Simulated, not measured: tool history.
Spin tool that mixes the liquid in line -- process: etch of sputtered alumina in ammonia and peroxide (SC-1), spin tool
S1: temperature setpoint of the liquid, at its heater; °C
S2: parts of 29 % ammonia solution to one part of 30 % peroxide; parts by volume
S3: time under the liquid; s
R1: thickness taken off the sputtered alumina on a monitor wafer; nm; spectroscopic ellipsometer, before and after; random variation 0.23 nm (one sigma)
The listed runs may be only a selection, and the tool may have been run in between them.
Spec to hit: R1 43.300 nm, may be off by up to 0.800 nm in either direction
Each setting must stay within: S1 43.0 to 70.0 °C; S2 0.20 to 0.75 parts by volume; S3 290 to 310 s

run	hour	S1	S2	S3	R1
1	0.0	59.0	0.45	290	26.008
2	7.7	62.0	0.45	290	29.977
3	11.4	64.5	0.45	290	34.551
4	19.4	67.0	0.45	290	39.110
5	26.8	67.0	0.30	290	37.605
6	31.1	68.0	0.30	290	39.122
7	37.3	68.0	0.30	290	39.714
8	44.3	68.5	0.30	290	40.095

Exercise: of the 5 proposed moves below, exactly one satisfies all targets within the stated allowed misses. Which move is it?
A	51.3	67.5	0.30	310	?
B	51.3	68.5	0.20	310	?
C	51.3	68.0	0.30	305	?
D	51.3	67.5	0.40	305	?
E	51.3	69.0	0.30	305	?

move	R1
A	40.676
B	41.098
C	41.008
D	41.122
E	43.046
A: moves toward the targets from the last run without getting all of them in spec
B: moves toward the targets from the last run without getting all of them in spec
C: moves toward the targets from the last run without getting all of them in spec
D: moves toward the targets from the last run without getting all of them in spec
E: each result inside its tolerance
E is the move that brings every result within its allowed miss.

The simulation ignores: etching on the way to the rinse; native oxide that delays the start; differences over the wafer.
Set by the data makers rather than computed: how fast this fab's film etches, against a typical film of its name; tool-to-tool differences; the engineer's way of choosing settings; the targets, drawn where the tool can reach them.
